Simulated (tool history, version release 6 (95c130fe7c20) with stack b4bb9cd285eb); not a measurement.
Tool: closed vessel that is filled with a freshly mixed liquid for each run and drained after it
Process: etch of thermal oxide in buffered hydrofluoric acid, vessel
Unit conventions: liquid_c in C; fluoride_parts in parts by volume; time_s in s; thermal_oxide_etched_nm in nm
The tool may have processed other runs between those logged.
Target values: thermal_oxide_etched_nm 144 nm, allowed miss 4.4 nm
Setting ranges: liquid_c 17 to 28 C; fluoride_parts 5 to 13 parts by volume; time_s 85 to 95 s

| run | hour | liquid_c | fluoride_parts | time_s | thermal_oxide_etched_nm |
|---|---|---|---|---|---|
| 1 | 0 | 20 | 8 | 85 | 91.411 |
| 2 | 8.6 | 21.5 | 8 | 85 | 99.22 |
| 3 | 12.2 | 23 | 8 | 85 | 109.25 |
| 4 | 18.1 | 24 | 8 | 85 | 116.07 |
| 5 | 24.5 | 24 | 8 | 95 | 126.84 |
| 6 | 32.6 | 22.5 | 8 | 95 | 114.56 |
| 7 | 41.1 | 23.5 | 8 | 95 | 124.19 |
| 8 | 45.8 | 24 | 8 | 95 | 127.75 |
| 9 | 48.3 | 24.5 | 8 | 95 | 131.15 |
| 10 | 53 | 24.5 | 8 | 95 | 131.32 |
| 11 | 57.2 | 25 | 8 | 95 | 133.34 |
| 12 | 66.5 | 25.5 | 8 | 95 | 139.15 |

Next run, 4 choices. One meets every target within its allowed miss, the rest don't. Which?
| A | 75.8 | 24.5 | 7.5 | 90 | ? |
| B | 75.8 | 25.5 | 7 | 95 | ? |
| C | 75.8 | 27.5 | 8 | 90 | ? |
| D | 75.8 | 26 | 8.5 | 95 | ? |

| move | thermal_oxide_etched_nm |
|---|---|
| A | 132.69 |
| B | 159.27 |
| C | 145.4 |
| D | 132.64 |
A: further off than the last run
B: carries the result that was furthest off beyond its target, to the other side
C: each result inside its tolerance
D: further off than the last run
So the answer is move C, the one that meets all the targets.
